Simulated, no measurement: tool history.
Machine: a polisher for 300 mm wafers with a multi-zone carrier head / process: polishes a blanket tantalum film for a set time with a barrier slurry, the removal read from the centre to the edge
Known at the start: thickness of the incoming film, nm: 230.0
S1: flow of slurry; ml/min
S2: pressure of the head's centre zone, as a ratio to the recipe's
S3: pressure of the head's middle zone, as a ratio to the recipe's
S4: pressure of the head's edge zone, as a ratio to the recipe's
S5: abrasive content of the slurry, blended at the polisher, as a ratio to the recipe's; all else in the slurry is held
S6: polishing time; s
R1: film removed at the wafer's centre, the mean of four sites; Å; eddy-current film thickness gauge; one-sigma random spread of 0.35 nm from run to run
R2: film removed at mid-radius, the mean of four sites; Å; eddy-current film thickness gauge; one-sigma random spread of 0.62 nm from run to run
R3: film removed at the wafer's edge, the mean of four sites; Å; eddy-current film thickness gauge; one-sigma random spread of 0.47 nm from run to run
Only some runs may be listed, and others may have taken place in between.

{"run": 1, "day": 0.0, "S1": 315, "S2": 1.0, "S3": 1.0, "S4": 1.0, "S5": 1.0, "S6": 37, "R1": 686.94, "R2": 648.75, "R3": 671.12}
{"run": 2, "day": 0.275, "S1": 325, "S2": 1.02, "S3": 1.0, "S4": 0.96, "S5": 0.85, "S6": 35, "R1": 616.17, "R2": 593.83, "R3": 571.55}
{"run": 3, "day": 0.346, "S1": 325, "S2": 1.02, "S3": 1.0, "S4": 0.96, "S5": 0.95, "S6": 35, "R1": 648.77, "R2": 606.39, "R3": 593.21}
{"run": 4, "day": 0.454, "S1": 335, "S2": 1.03, "S3": 0.97, "S4": 0.93, "S5": 0.85, "S6": 34, "R1": 617.46, "R2": 551.97, "R3": 551.1}
{"run": 5, "day": 0.658, "S1": 335, "S2": 1.03, "S3": 0.97, "S4": 0.93, "S5": 0.85, "S6": 30, "R1": 542.42, "R2": 490.23, "R3": 487.87}
{"run": 6, "day": 0.988, "S1": 335, "S2": 1.03, "S3": 0.97, "S4": 0.93, "S5": 0.85, "S6": 39, "R1": 699.8, "R2": 637.03, "R3": 632.05}
{"run": 7, "day": 1.096, "S1": 345, "S2": 1.04, "S3": 0.96, "S4": 0.91, "S5": 0.75, "S6": 37, "R1": 626.85, "R2": 561.97, "R3": 541.78}
{"run": 8, "day": 1.317, "S1": 350, "S2": 1.04, "S3": 0.94, "S4": 0.89, "S5": 0.7, "S6": 37, "R1": 583.44, "R2": 512.37, "R3": 512.73}

Predict the results of run 9:
{"run": 9, "day": 1.621, "S1": 355, "S2": 1.05, "S3": 0.94, "S4": 0.87, "S5": 0.65, "S6": 37, "R1": "?", "R2": "?", "R3": "?"}

Run 9 gave R1 559.75 Å, R2 482.83 Å, R3 483.54 Å.
